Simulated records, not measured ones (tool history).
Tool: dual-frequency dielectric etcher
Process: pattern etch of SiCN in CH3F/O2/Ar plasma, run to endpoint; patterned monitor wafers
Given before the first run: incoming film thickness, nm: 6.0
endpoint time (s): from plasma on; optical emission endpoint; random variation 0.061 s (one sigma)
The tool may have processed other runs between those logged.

{"run": 1, "hour": 0.0, "source power (W)": 510, "bias power (W)": 61, "endpoint time (s)": 16.282}
{"run": 2, "hour": 1.8, "source power (W)": 510, "bias power (W)": 51, "endpoint time (s)": 17.246}
{"run": 3, "hour": 3.3, "source power (W)": 460, "bias power (W)": 51, "endpoint time (s)": 18.109}
{"run": 4, "hour": 6.8, "source power (W)": 460, "bias power (W)": 41, "endpoint time (s)": 19.228}
{"run": 5, "hour": 11.5, "source power (W)": 460, "bias power (W)": 51, "endpoint time (s)": 18.055}
{"run": 6, "hour": 12.3, "source power (W)": 410, "bias power (W)": 51, "endpoint time (s)": 18.91}

For run 7, what comes out?
{"run": 7, "hour": 18.7, "source power (W)": 440, "bias power (W)": 52, "endpoint time (s)": "?"}

Run 7 gave endpoint time (s) 18.316.

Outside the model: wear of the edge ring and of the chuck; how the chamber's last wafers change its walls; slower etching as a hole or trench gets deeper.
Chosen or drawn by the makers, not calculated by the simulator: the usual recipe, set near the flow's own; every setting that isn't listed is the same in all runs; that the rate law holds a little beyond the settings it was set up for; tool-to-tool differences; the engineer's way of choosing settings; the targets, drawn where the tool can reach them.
